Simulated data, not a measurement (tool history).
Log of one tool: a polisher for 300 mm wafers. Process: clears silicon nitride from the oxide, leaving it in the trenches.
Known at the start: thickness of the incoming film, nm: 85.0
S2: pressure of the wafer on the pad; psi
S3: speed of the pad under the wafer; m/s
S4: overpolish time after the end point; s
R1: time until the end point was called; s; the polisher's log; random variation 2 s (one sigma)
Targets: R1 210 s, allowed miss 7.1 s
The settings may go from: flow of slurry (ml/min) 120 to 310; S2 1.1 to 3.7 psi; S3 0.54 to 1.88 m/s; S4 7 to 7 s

{"run": 1, "hour": 0.0, "flow of slurry (ml/min)": 200, "S2": 2.4, "S3": 1.2, "S4": 7, "R1": 104.93}
{"run": 2, "hour": 8.2, "flow of slurry (ml/min)": 200, "S2": 2.2, "S3": 1.16, "S4": 7, "R1": 117.65}
{"run": 3, "hour": 9.7, "flow of slurry (ml/min)": 200, "S2": 2, "S3": 1.14, "S4": 7, "R1": 127.06}
{"run": 4, "hour": 16.9, "flow of slurry (ml/min)": 155, "S2": 2, "S3": 1.14, "S4": 7, "R1": 130.03}
{"run": 5, "hour": 21.7, "flow of slurry (ml/min)": 155, "S2": 1.8, "S3": 1.1, "S4": 7, "R1": 147.54}
{"run": 6, "hour": 25.2, "flow of slurry (ml/min)": 155, "S2": 1.7, "S3": 1.08, "S4": 7, "R1": 155.11}
{"run": 7, "hour": 31.3, "flow of slurry (ml/min)": 155, "S2": 1.6, "S3": 1.06, "S4": 7, "R1": 167.45}
{"run": 8, "hour": 39.2, "flow of slurry (ml/min)": 155, "S2": 1.5, "S3": 1.06, "S4": 7, "R1": 175.73}
{"run": 9, "hour": 40.2, "flow of slurry (ml/min)": 155, "S2": 1.4, "S3": 1.06, "S4": 7, "R1": 188.79}

Which of these 5 next moves meets every target?
{"run": "A", "hour": 41.2, "flow of slurry (ml/min)": 160, "S2": 1.7, "S3": 1.1, "S4": 7, "R1": "?"}
{"run": "B", "hour": 41.2, "flow of slurry (ml/min)": 185, "S2": 1.5, "S3": 1.02, "S4": 7, "R1": "?"}
{"run": "C", "hour": 41.2, "flow of slurry (ml/min)": 140, "S2": 1.2, "S3": 1, "S4": 7, "R1": "?"}
{"run": "D", "hour": 41.2, "flow of slurry (ml/min)": 145, "S2": 1.3, "S3": 0.92, "S4": 7, "R1": "?"}
{"run": "E", "hour": 41.2, "flow of slurry (ml/min)": 170, "S2": 1.3, "S3": 0.96, "S4": 7, "R1": "?"}

move=A R1=155.25
move=B R1=179.43
move=C R1=223.43
move=D R1=222.62
move=E R1=212.14
A: further off than the last run
B: further off than the last run
C: takes the result that was furthest off past its target
D: takes the result that was furthest off past its target
E: meets every target
Answer: E
